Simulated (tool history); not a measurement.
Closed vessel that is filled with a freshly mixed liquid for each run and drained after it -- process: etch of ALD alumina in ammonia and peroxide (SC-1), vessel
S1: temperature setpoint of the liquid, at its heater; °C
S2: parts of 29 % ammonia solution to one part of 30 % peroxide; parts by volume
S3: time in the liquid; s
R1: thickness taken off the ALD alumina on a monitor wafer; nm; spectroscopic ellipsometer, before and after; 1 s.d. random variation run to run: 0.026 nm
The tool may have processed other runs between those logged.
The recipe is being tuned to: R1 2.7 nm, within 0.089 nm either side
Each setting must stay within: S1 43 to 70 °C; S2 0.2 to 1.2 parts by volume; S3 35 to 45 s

run,hour,S1,S2,S3,R1
1,0,59,0.9,45,4.2592
2,8.4,57.5,0.9,45,3.9699
3,16.2,64,0.9,45,5.5901
4,19.7,64,0.9,35,4.3676
5,27.7,60.5,0.9,35,3.6136
6,36.6,60.5,1.05,35,3.7001
7,42.8,59.5,1.05,35,3.5007
8,44.7,59.5,1.05,35,3.5138
9,53.3,58.5,1.05,35,3.3193

Which of these 4 next moves meets every target?
A,61.9,59.5,1,40,?
B,61.9,54.5,0.9,35,?
C,61.9,61,1.2,40,?
D,61.9,57,1.05,45,?

move,R1
A,4.0267
B,2.6936
C,4.4198
D,4.0036
A: further off than the last run
B: meets every target
C: further off than the last run
D: further off than the last run
The move that meets every target is B.
